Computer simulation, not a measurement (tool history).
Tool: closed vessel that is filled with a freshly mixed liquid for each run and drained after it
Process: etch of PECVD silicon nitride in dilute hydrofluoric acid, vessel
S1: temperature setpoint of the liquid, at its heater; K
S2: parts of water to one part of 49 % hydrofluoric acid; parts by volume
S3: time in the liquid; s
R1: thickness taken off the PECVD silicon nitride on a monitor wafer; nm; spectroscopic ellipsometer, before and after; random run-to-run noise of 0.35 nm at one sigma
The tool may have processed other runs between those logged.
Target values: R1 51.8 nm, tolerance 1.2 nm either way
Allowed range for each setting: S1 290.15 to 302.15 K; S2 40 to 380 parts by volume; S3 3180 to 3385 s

{"run": 1, "hour": 0.0, "S1": 294.15, "S2": 210, "S3": 3180, "R1": 30.71}
{"run": 2, "hour": 9.5, "S1": 294.15, "S2": 210, "S3": 3180, "R1": 30.164}
{"run": 3, "hour": 17.7, "S1": 295.65, "S2": 210, "S3": 3180, "R1": 33.073}
{"run": 4, "hour": 26.0, "S1": 295.65, "S2": 210, "S3": 3180, "R1": 33.675}
{"run": 5, "hour": 28.6, "S1": 295.65, "S2": 210, "S3": 3180, "R1": 33.231}
{"run": 6, "hour": 38.5, "S1": 295.65, "S2": 210, "S3": 3180, "R1": 33.587}
{"run": 7, "hour": 42.5, "S1": 296.65, "S2": 210, "S3": 3180, "R1": 35.952}
{"run": 8, "hour": 49.4, "S1": 297.15, "S2": 210, "S3": 3180, "R1": 36.972}
{"run": 9, "hour": 57.1, "S1": 297.65, "S2": 210, "S3": 3180, "R1": 37.714}

Of the 4 settings listed for the next run, only one would bring every result within its allowed miss of target. Which one?
{"run": "A", "hour": 64.8, "S1": 300.15, "S2": 195, "S3": 3240, "R1": "?"}
{"run": "B", "hour": 64.8, "S1": 302.15, "S2": 200, "S3": 3260, "R1": "?"}
{"run": "C", "hour": 64.8, "S1": 297.65, "S2": 165, "S3": 3385, "R1": "?"}
{"run": "D", "hour": 64.8, "S1": 296.15, "S2": 135, "S3": 3245, "R1": "?"}

move=A R1=48.755
move=B R1=54.023
move=C R1=51.442
move=D R1=54.574
A: moves toward the targets from the last run without getting all of them in spec
B: takes the biggest miss from the last run beyond its target
C: all results land within tolerance of their targets
D: takes the biggest miss from the last run beyond its target
Move C is the one to make.

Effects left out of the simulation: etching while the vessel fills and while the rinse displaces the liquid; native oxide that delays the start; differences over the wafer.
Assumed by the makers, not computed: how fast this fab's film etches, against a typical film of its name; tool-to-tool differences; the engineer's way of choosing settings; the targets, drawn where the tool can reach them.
